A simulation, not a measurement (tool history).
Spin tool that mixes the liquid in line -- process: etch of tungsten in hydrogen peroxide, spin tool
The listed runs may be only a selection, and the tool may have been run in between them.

| run | hour | temperature setpoint of the liquid (°C) | concentration of hydrogen peroxide in the mixed liquid (% by weight) | time under the liquid (s) | thickness taken off the tungsten on a monitor wafer (Å) |
|---|---|---|---|---|---|
| 1 | 0 | 42 | 22.5 | 55 | 500.41 |
| 2 | 7.5 | 42 | 19 | 55 | 462.76 |
| 3 | 12.3 | 42 | 19 | 60 | 496.11 |
| 4 | 20.1 | 42 | 23.5 | 60 | 554.02 |
| 5 | 26.8 | 42 | 26 | 60 | 583.6 |
| 6 | 29.9 | 42 | 24 | 60 | 565.86 |

For run 7, what comes out?
| 7 | 32 | 42 | 24 | 60 | ? |

Run 7 gave thickness taken off the tungsten on a monitor wafer (Å) 554.8.
